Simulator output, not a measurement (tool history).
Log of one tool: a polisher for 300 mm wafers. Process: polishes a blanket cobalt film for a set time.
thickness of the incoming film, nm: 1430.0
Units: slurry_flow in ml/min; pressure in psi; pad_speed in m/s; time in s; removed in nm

{"run": 1, "hour": 0.0, "slurry_flow": 225, "pressure": 2.1, "pad_speed": 0.76, "time": 23, "removed": 96.517}
{"run": 2, "hour": 0.7, "slurry_flow": 255, "pressure": 2.1, "pad_speed": 0.76, "time": 23, "removed": 97.229}
{"run": 3, "hour": 5.2, "slurry_flow": 310, "pressure": 2.1, "pad_speed": 0.76, "time": 23, "removed": 101.84}
{"run": 4, "hour": 9.1, "slurry_flow": 310, "pressure": 2.3, "pad_speed": 0.76, "time": 23, "removed": 109.3}
{"run": 5, "hour": 14.6, "slurry_flow": 310, "pressure": 2.5, "pad_speed": 0.76, "time": 23, "removed": 115.35}
{"run": 6, "hour": 17.9, "slurry_flow": 310, "pressure": 2.6, "pad_speed": 0.78, "time": 23, "removed": 121.88}
{"run": 7, "hour": 20.5, "slurry_flow": 310, "pressure": 2.7, "pad_speed": 0.8, "time": 23, "removed": 126.04}

The next listed run, before its measurement:
{"run": 8, "hour": 21.1, "slurry_flow": 310, "pressure": 2.8, "pad_speed": 0.82, "time": 23, "removed": "?"}

Run 8 gave removed 131.69 nm.

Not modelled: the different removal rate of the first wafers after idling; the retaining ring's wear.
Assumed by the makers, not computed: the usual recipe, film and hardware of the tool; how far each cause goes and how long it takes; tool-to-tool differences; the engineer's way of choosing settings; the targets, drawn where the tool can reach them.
